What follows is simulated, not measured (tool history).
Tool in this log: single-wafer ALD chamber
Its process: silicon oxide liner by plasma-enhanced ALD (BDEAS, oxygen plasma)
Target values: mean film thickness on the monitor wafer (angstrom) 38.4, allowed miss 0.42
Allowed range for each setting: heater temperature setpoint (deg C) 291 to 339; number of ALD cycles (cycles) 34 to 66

run,day,heater temperature setpoint (deg C),number of ALD cycles (cycles),mean film thickness on the monitor wafer (angstrom)
1,0,315,50,44.149
2,0.283,310,50,44.655
3,0.408,306,50,44.848
4,0.7,308,49,43.973
5,0.842,319,49,43.121
6,1.108,319,55,48.558
7,1.333,320,54,47.466
8,1.546,321,53,46.653
9,1.625,322,52,45.449
10,1.833,323,51,44.419
11,1.9,324,50,43.888
12,2.238,324,49,42.723
13,2.604,325,48,41.626
14,2.667,333,44,37.945

Which single option among these 4 for the next run brings every result within its allowed miss of target? Just one does.
A,2.729,319,42,?
B,2.729,337,45,?
C,2.729,325,43,?
D,2.729,337,44,?

move,mean film thickness on the monitor wafer (angstrom)
A,37.005
B,38.479
C,37.514
D,37.624
A: moves away from the targets compared with the last run
B: hits every target within its allowed miss
C: moves away from the targets compared with the last run
D: moves away from the targets compared with the last run
So the answer is move B, the one that meets all the targets.
